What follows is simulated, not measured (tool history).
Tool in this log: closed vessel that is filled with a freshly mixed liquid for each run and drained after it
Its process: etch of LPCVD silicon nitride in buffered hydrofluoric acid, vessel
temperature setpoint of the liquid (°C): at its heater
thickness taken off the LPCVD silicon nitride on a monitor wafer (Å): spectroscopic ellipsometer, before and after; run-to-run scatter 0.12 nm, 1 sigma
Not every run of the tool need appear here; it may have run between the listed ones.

run  hour  temperature setpoint of the liquid (°C)  parts of 40 % ammonium fluoride to one part of 49 % hydrofluoric acid (parts by volume)  time in the liquid (s)  thickness taken off the LPCVD silicon nitride on a monitor wafer (Å)
  1   0.0                                     22.0                                                                                     20.5                    2610                                                                159.95
  2   3.2                                     23.0                                                                                     20.5                    2610                                                                166.87
  3   7.9                                     23.0                                                                                     22.5                    2610                                                                158.07
  4  15.4                                     23.0                                                                                     22.5                    2815                                                                170.55
  5  24.8                                     23.5                                                                                     22.5                    2815                                                                175.45
  6  30.1                                     23.5                                                                                     28.0                    2815                                                                150.04
  7  39.1                                     25.0                                                                                     28.0                    2815                                                                162.23
  8  42.0                                     26.0                                                                                     28.0                    2815                                                                168.81
  9  49.6                                     27.0                                                                                     28.0                    2815                                                                180.56

For run 10, what comes out?
 10  53.4                                     27.5                                                                                     28.0                    2815                                                                     ?

{"run 10": {"thickness taken off the LPCVD silicon nitride on a monitor wafer (Å)": 185.94}}

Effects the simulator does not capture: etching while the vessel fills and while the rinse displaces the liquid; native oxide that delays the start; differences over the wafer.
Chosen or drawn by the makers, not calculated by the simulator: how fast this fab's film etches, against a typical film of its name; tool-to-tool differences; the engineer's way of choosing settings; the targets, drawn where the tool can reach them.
